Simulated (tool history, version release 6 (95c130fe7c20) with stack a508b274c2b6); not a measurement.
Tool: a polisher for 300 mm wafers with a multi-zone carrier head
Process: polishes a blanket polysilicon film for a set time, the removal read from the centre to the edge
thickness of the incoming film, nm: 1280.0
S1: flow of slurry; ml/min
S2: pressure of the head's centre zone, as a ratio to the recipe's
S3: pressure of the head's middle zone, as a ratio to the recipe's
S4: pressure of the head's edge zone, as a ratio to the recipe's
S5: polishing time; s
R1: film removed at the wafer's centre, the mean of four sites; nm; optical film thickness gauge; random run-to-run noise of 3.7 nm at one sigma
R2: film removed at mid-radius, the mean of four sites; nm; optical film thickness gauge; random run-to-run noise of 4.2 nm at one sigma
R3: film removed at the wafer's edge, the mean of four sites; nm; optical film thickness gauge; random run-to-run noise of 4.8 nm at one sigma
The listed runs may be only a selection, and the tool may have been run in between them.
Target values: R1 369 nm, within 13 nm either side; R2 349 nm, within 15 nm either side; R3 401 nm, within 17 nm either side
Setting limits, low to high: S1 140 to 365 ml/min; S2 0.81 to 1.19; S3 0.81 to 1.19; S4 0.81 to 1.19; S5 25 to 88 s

run,hour,S1,S2,S3,S4,S5,R1,R2,R3
1,0,235,1,1,1,56,512.37,504.08,503.14
2,8.7,290,1,1,1,56,522.63,524.9,508.18
3,15.8,290,1,0.95,1,56,518.93,496.5,520.89
4,20.9,285,0.98,0.92,0.97,52,477.84,457.13,471.8
5,21.4,275,0.96,0.89,0.97,49,433.7,405.89,445.69
6,25.3,275,1.01,0.89,0.97,49,456.89,406.12,444.3
7,29.4,265,0.97,0.87,0.96,48,431.39,387.74,440.84
8,30,260,0.95,0.86,0.94,47,412.14,369.25,410.48
9,30.6,250,0.93,0.86,0.95,47,401.13,375.52,426.23
10,35.2,245,0.92,0.85,0.94,47,402.02,371.05,419.68
11,37.2,240,0.9,0.84,0.93,47,388.5,370.92,413.87

Which one of the following 4 next-run settings gets every result inside its allowed miss? There is exactly one.
A,39.2,250,0.88,0.89,1.04,49,?,?,?
B,39.2,245,0.87,0.85,0.93,49,?,?,?
C,39.2,360,0.98,0.81,0.81,44,?,?,?
D,39.2,235,0.94,0.88,1.07,43,?,?,?

move,R1,R2,R3
A,398.18,408.83,454.69
B,392.58,392.86,434.53
C,413.1,351.03,380.98
D,370.71,352.98,401.79
A: further off than the last run
B: further off than the last run
C: further off than the last run
D: each result inside its tolerance
The right move is D.
